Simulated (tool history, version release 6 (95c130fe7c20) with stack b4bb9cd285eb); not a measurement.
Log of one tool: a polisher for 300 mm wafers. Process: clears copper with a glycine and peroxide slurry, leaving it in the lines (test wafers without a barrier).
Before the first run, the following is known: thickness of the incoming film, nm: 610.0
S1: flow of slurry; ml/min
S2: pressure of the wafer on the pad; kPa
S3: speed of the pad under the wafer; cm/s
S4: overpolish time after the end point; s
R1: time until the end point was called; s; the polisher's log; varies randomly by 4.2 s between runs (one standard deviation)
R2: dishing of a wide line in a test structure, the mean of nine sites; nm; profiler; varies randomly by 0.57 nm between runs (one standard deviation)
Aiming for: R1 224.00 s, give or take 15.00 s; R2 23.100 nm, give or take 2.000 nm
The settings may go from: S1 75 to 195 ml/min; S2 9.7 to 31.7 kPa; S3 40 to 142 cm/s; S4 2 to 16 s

Run 1, hour 0.0: S1 125 ml/min, S2 20.7 kPa, S3 90 cm/s, S4 8 s. Result: R1 110.11 s, R2 33.947 nm.
Run 2, hour 5.9: S1 120 ml/min, S2 17.9 kPa, S3 82 cm/s, S4 9 s. Result: R1 131.81 s, R2 29.762 nm.
Run 3, hour 13.3: S1 115 ml/min, S2 15.9 kPa, S3 76 cm/s, S4 10 s. Result: R1 157.56 s, R2 29.418 nm.
Run 4, hour 20.5: S1 110 ml/min, S2 14.5 kPa, S3 74 cm/s, S4 10 s. Result: R1 170.14 s, R2 27.408 nm.
Run 5, hour 25.1: S1 110 ml/min, S2 13.1 kPa, S3 72 cm/s, S4 10 s. Result: R1 190.42 s, R2 25.931 nm.
Run 6, hour 26.3: S1 110 ml/min, S2 12.4 kPa, S3 72 cm/s, S4 10 s. Result: R1 196.53 s, R2 24.527 nm.
At hour 28.3: slurry nozzle cleaned.
Run 7, hour 28.3: S1 110 ml/min, S2 11.7 kPa, S3 72 cm/s, S4 10 s. Result: R1 190.28 s, R2 24.639 nm.
Run 8, hour 32.1: S1 105 ml/min, S2 11.0 kPa, S3 70 cm/s, S4 10 s. Result: R1 196.24 s, R2 21.937 nm.
Run 9, hour 35.9: S1 100 ml/min, S2 9.7 kPa, S3 58 cm/s, S4 12 s. Result: R1 251.16 s, R2 22.885 nm.

Which of these 5 next moves meets every target?
Run A, hour 39.7: S1 80 ml/min, S2 13.1 kPa, S3 68 cm/s, S4 7 s. Result: R1 ?, R2 ?.
Run B, hour 39.7: S1 105 ml/min, S2 12.4 kPa, S3 72 cm/s, S4 8 s. Result: R1 ?, R2 ?.
Run C, hour 39.7: S1 125 ml/min, S2 10.3 kPa, S3 64 cm/s, S4 11 s. Result: R1 ?, R2 ?.
Run D, hour 39.7: S1 125 ml/min, S2 12.4 kPa, S3 68 cm/s, S4 8 s. Result: R1 ?, R2 ?.
Run E, hour 39.7: S1 140 ml/min, S2 12.4 kPa, S3 70 cm/s, S4 9 s. Result: R1 ?, R2 ?.

move      R1      R2
   A  191.59  17.327
   B  184.85  20.287
   C  218.20  23.339
   D  187.76  20.008
   E  181.76  23.004
A: takes the result that was furthest off past its target
B: takes the result that was furthest off past its target
C: each result inside its tolerance
D: takes the result that was furthest off past its target
E: takes the result that was furthest off past its target
C meets every target.
